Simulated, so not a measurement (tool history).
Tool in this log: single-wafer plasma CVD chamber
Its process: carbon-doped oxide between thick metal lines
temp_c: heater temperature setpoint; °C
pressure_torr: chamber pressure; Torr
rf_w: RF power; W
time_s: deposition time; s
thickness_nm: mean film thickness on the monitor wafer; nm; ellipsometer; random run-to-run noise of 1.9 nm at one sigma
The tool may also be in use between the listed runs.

run	hour	temp_c	pressure_torr	rf_w	time_s	thickness_nm
1	0.0	350	4.56	440	87.1	439.81
2	7.8	350	4.56	440	89.9	457.49
3	15.2	351	4.35	435	89.9	450.21
4	21.0	352	4.18	430	89.9	439.91
5	26.3	352	4.18	490	89.9	469.20
6	34.7	354	3.95	485	89.8	467.54
7	36.7	354	3.82	470	89.6	452.96
8	43.0	355	3.66	460	89.5	446.51
9	46.1	356	3.55	450	89.4	438.61

What does the tool deliver on the next run?
10	47.4	356	3.45	440	89.3	?

thickness_nm: 431.86 nm
